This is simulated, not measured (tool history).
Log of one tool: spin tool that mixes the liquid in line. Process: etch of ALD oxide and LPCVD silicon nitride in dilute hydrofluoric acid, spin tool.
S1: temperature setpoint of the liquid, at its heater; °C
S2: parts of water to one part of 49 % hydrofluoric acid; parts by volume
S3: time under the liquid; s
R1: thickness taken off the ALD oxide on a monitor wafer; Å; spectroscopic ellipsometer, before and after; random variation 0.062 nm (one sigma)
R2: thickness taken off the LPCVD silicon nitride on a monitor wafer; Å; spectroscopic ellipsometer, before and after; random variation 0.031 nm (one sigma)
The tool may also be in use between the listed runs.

run,hour,S1,S2,S3,R1,R2
1,0.0,26.0,110,40,46.855,2.0881
2,8.1,27.0,110,40,47.874,1.9767
3,15.5,28.0,110,40,51.376,1.7124
4,21.3,31.5,110,40,57.208,2.9008
5,25.5,30.0,110,40,53.663,2.3982
# hour 27.7: hydrofluoric acid flow meter replaced
6,27.7,30.0,140,40,44.432,2.1887
7,36.0,33.0,95,40,78.402,2.7237

Run 8 has not been measured yet. What should we expect?
8,39.5,32.5,95,40,?,?

R1: 76.773 Å
R2: 3.4429 Å
